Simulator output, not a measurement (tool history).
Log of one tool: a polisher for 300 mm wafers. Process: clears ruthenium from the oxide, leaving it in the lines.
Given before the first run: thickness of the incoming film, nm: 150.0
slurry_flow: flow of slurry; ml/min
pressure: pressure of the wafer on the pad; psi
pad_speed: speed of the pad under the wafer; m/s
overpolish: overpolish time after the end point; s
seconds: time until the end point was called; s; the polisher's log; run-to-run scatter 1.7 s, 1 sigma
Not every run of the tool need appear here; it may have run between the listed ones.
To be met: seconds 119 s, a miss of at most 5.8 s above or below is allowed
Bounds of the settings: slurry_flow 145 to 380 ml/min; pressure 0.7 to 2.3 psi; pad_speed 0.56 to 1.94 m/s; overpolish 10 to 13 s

run  hour  slurry_flow  pressure  pad_speed  overpolish  seconds
  1     0          245       1.5       1.24          13   171.98
  2   2.3          245       1.5       0.96          13   215.83
  3   8.8          245       1.5       0.74          13    261.5
  4  12.9          245       1.3       0.74          13   303.77
  5  20.8          280       1.3       0.74          13   291.04
  6  29.3          280       1.3       0.92          13   252.93
  7  33.1          280       1.5       0.94          13   215.86
  8  34.1          280       1.7       0.96          13   184.02
  9  38.6          280       1.8       0.96          13   176.98
 10  44.1          280       1.8       0.96          13    172.4
 11  47.9          280       1.9       0.96          13   165.31
 12  56.8          280         2       0.98          13   157.81
 13  64.3          285       2.1          1          13   145.32
 14    68          285       2.1       1.02          13   146.17
       72  -- head pressure recalibrated
 15    72          290       2.1       1.04          13   127.52
 16  78.6          295       2.1       1.04          13   130.64
 17  84.2          300       2.1       1.04          13    127.7
 18  92.6          305       2.1       1.04          13   130.29

Exactly one of the 4 candidate moves below puts every result within its allowed miss. Which one?
  A   101          260       2.1       0.98          11        ?
  B   101          280         2       1.06          10        ?
  C   101          295       2.3       1.06          13        ?
  D   101          280       2.1       1.06          13        ?

move  seconds
   A   140.31
   B   136.57
   C   118.56
   D   130.21
A: its largest miss is bigger than the last run's
B: its largest miss is bigger than the last run's
C: hits every target within its allowed miss
D: no better and no worse than the last run
The move that meets every target is C.

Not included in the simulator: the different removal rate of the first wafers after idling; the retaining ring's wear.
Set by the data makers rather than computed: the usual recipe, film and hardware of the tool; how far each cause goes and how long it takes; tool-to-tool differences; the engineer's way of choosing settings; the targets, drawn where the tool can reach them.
